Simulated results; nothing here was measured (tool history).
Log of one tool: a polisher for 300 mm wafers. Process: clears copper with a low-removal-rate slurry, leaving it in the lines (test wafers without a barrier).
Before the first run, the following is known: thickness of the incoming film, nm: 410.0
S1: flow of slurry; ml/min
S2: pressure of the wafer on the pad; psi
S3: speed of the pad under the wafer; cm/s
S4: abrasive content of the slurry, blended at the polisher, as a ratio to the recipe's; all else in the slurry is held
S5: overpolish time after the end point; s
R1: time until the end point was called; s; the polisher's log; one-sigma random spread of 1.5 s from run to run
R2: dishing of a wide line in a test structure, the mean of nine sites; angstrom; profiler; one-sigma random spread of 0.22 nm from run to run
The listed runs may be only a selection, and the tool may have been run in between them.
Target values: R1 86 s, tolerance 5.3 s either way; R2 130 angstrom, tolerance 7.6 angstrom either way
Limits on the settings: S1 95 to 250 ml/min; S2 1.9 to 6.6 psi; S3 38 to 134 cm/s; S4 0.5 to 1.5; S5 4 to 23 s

run	hour	S1	S2	S3	S4	S5	R1	R2
1	0	160	4.2	86	1	12	122.73	262.42
2	5.8	160	4.2	86	1	17	119.93	368.37
3	13.1	185	4.2	86	1	17	118.19	364.97
4	17.1	205	4.1	90	1	13	111.36	305.21
5	23.9	170	4.1	90	1	13	112.71	294.25
6	30.4	150	3.5	102	0.85	10	123.28	211.42
7	31.4	140	3.4	112	0.75	8	121.36	178.58
8	36.8	125	3.5	118	0.7	7	119.87	159.71
9	40.5	115	3.8	122	0.65	6	111.87	152.54
10	49.3	110	4.1	122	0.6	5	106.64	129.1
11	54.7	120	4.4	120	0.6	5	93.661	140.09
12	57.5	125	4.5	118	0.6	5	97.45	148.36
13	66.3	115	4.8	116	0.55	5	95.996	146.77
14	68.3	110	4.8	120	0.55	5	90.449	148.74
15	75	105	4.9	120	0.55	5	90.838	146.85
16	76.1	100	5	120	0.55	5	92.627	146.98
17	83.4	100	5	122	0.55	5	90.041	150.75

Consider the 4 candidate settings below. Which is the only one whose results all fall within their allowed miss of target?
A	90.7	120	6.3	110	0.5	4	?	?
B	90.7	110	4.9	130	0.5	4	?	?
C	90.7	105	4.9	118	0.5	4	?	?
D	90.7	95	4.5	126	0.55	6	?	?

move	R1	R2
A	77.991	142.62
B	86.746	128.43
C	96.675	115.71
D	100.07	164.83
A: closes in on the targets versus the last run, not all within tolerance yet
B: every result lands within tolerance
C: moves the result that the last run missed by most past its target, out the other side
D: further off than the last run
The move that meets every target is B.
